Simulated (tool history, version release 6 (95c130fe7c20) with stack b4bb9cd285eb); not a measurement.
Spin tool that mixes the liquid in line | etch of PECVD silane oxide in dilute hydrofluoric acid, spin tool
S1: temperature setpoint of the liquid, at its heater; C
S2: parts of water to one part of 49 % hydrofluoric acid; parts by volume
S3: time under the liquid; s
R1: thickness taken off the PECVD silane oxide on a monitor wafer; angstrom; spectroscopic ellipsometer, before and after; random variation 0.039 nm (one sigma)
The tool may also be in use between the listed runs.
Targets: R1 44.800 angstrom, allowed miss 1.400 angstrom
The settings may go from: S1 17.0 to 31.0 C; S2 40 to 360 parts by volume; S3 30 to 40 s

run	hour	S1	S2	S3	R1
1	0.0	23.0	200	40	58.797
2	1.4	26.5	200	40	66.104
3	3.8	26.5	260	40	47.471
4	7.5	26.0	260	40	47.694
5	12.5	26.0	320	40	35.623
6	19.1	26.0	320	30	26.638
7	28.0	27.5	300	30	30.904
8	31.9	28.0	280	30	33.927
9	35.8	28.0	265	30	36.581
10	40.6	28.0	250	30	39.795
11	48.2	28.0	240	30	41.840
12	56.9	28.0	235	30	42.881

4 next moves are on the table. One of them brings every result within its allowed miss. Which?
A	65.6	28.0	275	35	?
B	65.6	26.0	270	40	?
C	65.6	28.5	240	30	?
D	65.6	26.5	260	35	?

move	R1
A	40.726
B	44.523
C	42.291
D	41.596
A: further off than the last run
B: meets every target
C: further off than the last run
D: further off than the last run
Move B is the one to make.

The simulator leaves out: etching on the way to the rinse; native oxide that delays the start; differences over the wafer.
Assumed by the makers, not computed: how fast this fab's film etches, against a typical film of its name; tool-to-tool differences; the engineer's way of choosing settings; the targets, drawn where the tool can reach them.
